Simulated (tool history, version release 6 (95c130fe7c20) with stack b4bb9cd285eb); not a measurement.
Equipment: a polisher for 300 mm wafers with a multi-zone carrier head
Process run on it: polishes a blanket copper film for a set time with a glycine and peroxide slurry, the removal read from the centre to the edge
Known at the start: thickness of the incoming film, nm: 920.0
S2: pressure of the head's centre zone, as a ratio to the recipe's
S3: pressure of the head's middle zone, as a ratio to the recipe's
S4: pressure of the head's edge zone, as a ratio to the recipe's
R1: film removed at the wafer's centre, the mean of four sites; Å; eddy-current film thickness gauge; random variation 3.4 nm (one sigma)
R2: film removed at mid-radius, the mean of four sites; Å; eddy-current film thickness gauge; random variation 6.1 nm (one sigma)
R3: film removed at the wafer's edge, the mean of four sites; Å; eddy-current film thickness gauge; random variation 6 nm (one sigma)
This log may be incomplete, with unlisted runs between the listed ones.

{"run": 1, "hour": 0.0, "flow of slurry (ml/min)": 210, "S2": 1.0, "S3": 1.0, "S4": 1.0, "polishing time (s)": 49, "R1": 3364.1, "R2": 3473.9, "R3": 3307.0}
{"run": 2, "hour": 6.0, "flow of slurry (ml/min)": 210, "S2": 1.0, "S3": 1.0, "S4": 1.0, "polishing time (s)": 38, "R1": 2622.3, "R2": 2663.7, "R3": 2519.7}
{"run": 3, "hour": 13.3, "flow of slurry (ml/min)": 210, "S2": 1.0, "S3": 1.0, "S4": 1.09, "polishing time (s)": 38, "R1": 2646.4, "R2": 2667.7, "R3": 2686.8}
{"run": 4, "hour": 15.6, "flow of slurry (ml/min)": 210, "S2": 1.0, "S3": 1.0, "S4": 1.09, "polishing time (s)": 48, "R1": 3297.4, "R2": 3371.6, "R3": 3460.9}
{"run": 5, "hour": 20.6, "flow of slurry (ml/min)": 210, "S2": 1.04, "S3": 1.0, "S4": 1.09, "polishing time (s)": 48, "R1": 3374.5, "R2": 3343.3, "R3": 3471.7}
{"run": 6, "hour": 21.6, "flow of slurry (ml/min)": 210, "S2": 0.95, "S3": 1.0, "S4": 1.09, "polishing time (s)": 48, "R1": 3099.1, "R2": 3315.8, "R3": 3345.8}
{"run": 7, "hour": 27.0, "flow of slurry (ml/min)": 205, "S2": 0.94, "S3": 1.01, "S4": 1.1, "polishing time (s)": 50, "R1": 3244.0, "R2": 3455.5, "R3": 3563.5}
{"run": 8, "hour": 32.4, "flow of slurry (ml/min)": 205, "S2": 0.93, "S3": 1.03, "S4": 1.11, "polishing time (s)": 51, "R1": 3261.2, "R2": 3624.4, "R3": 3608.4}
{"run": 9, "hour": 34.1, "flow of slurry (ml/min)": 205, "S2": 0.92, "S3": 1.04, "S4": 1.12, "polishing time (s)": 52, "R1": 3319.8, "R2": 3659.9, "R3": 3698.2}
{"run": 10, "hour": 34.7, "flow of slurry (ml/min)": 205, "S2": 0.91, "S3": 1.05, "S4": 1.13, "polishing time (s)": 53, "R1": 3341.0, "R2": 3743.8, "R3": 3896.3}
{"run": 11, "hour": 41.6, "flow of slurry (ml/min)": 210, "S2": 0.91, "S3": 1.07, "S4": 1.13, "polishing time (s)": 53, "R1": 3326.7, "R2": 3933.6, "R3": 3749.3}

Expected results for the next run?
{"run": 12, "hour": 47.2, "flow of slurry (ml/min)": 210, "S2": 0.9, "S3": 1.07, "S4": 1.14, "polishing time (s)": 54, "R1": "?", "R2": "?", "R3": "?"}

Run 12 came out at R1 3333.5 Å, R2 3990.5 Å, R3 3888.7 Å.
